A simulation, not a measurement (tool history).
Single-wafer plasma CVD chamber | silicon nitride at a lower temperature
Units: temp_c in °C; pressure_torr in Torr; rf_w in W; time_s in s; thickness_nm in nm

| run | hour | temp_c | pressure_torr | rf_w | time_s | thickness_nm |
|---|---|---|---|---|---|---|
| 1 | 0.0 | 350 | 1.93 | 290 | 26.1 | 35.747 |
| 2 | 4.9 | 358 | 1.93 | 290 | 26.1 | 35.339 |
| 3 | 6.6 | 366 | 1.93 | 290 | 26.1 | 35.445 |
| 4 | 10.9 | 366 | 2.06 | 300 | 26.1 | 36.790 |
| 5 | 14.3 | 366 | 2.16 | 310 | 26.1 | 37.955 |
| 6 | 22.3 | 366 | 2.24 | 315 | 26.1 | 38.713 |
| 7 | 23.0 | 366 | 2.31 | 320 | 26.1 | 39.424 |
| 8 | 23.7 | 366 | 2.31 | 320 | 26.1 | 39.353 |
| 9 | 25.4 | 366 | 2.36 | 325 | 26.1 | 39.992 |

Forecast run 10:
| 10 | 28.0 | 366 | 2.41 | 330 | 26.1 | ? |

thickness_nm: 40.510 nm
